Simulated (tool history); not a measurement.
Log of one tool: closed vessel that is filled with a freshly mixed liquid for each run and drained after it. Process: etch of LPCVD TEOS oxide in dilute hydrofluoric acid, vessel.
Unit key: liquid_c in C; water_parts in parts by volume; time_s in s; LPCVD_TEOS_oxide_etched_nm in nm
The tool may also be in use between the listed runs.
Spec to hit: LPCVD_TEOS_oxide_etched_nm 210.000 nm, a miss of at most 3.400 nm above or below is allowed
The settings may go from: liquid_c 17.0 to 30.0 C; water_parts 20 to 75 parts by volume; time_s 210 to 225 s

Run 1, hour 0.0: liquid_c 22.0 C, water_parts 45 parts by volume, time_s 210 s. Result: LPCVD_TEOS_oxide_etched_nm 81.988 nm.
Run 2, hour 4.0: liquid_c 22.0 C, water_parts 45 parts by volume, time_s 225 s. Result: LPCVD_TEOS_oxide_etched_nm 88.047 nm.
Run 3, hour 4.5: liquid_c 22.0 C, water_parts 40 parts by volume, time_s 225 s. Result: LPCVD_TEOS_oxide_etched_nm 99.762 nm.
Run 4, hour 9.9: liquid_c 19.0 C, water_parts 40 parts by volume, time_s 225 s. Result: LPCVD_TEOS_oxide_etched_nm 88.639 nm.
Run 5, hour 17.1: liquid_c 22.5 C, water_parts 35 parts by volume, time_s 225 s. Result: LPCVD_TEOS_oxide_etched_nm 117.160 nm.
Run 6, hour 25.9: liquid_c 19.5 C, water_parts 35 parts by volume, time_s 225 s. Result: LPCVD_TEOS_oxide_etched_nm 103.510 nm.
Run 7, hour 31.3: liquid_c 23.0 C, water_parts 30 parts by volume, time_s 225 s. Result: LPCVD_TEOS_oxide_etched_nm 141.930 nm.
At hour 39.2: hydrofluoric acid flow meter replaced.
Run 8, hour 39.2: liquid_c 25.5 C, water_parts 30 parts by volume, time_s 225 s. Result: LPCVD_TEOS_oxide_etched_nm 170.090 nm.
Run 9, hour 39.8: liquid_c 26.5 C, water_parts 30 parts by volume, time_s 225 s. Result: LPCVD_TEOS_oxide_etched_nm 174.890 nm.
Run 10, hour 43.8: liquid_c 27.5 C, water_parts 30 parts by volume, time_s 225 s. Result: LPCVD_TEOS_oxide_etched_nm 182.210 nm.

Below are 4 possible settings for the next run. Only one of them brings all results inside the allowed miss of their targets. Which is it?
Run A, hour 47.8: liquid_c 26.5 C, water_parts 30 parts by volume, time_s 225 s. Result: LPCVD_TEOS_oxide_etched_nm ?.
Run B, hour 47.8: liquid_c 22.5 C, water_parts 20 parts by volume, time_s 210 s. Result: LPCVD_TEOS_oxide_etched_nm ?.
Run C, hour 47.8: liquid_c 28.0 C, water_parts 30 parts by volume, time_s 210 s. Result: LPCVD_TEOS_oxide_etched_nm ?.
Run D, hour 47.8: liquid_c 30.0 C, water_parts 25 parts by volume, time_s 215 s. Result: LPCVD_TEOS_oxide_etched_nm ?.

move  LPCVD_TEOS_oxide_etched_nm
   A                     174.660
   B                     209.660
   C                     173.310
   D                     232.650
A: misses by more than the last run did
B: in spec on every target
C: misses by more than the last run did
D: takes the biggest miss from the last run beyond its target
The move that meets every target is B.
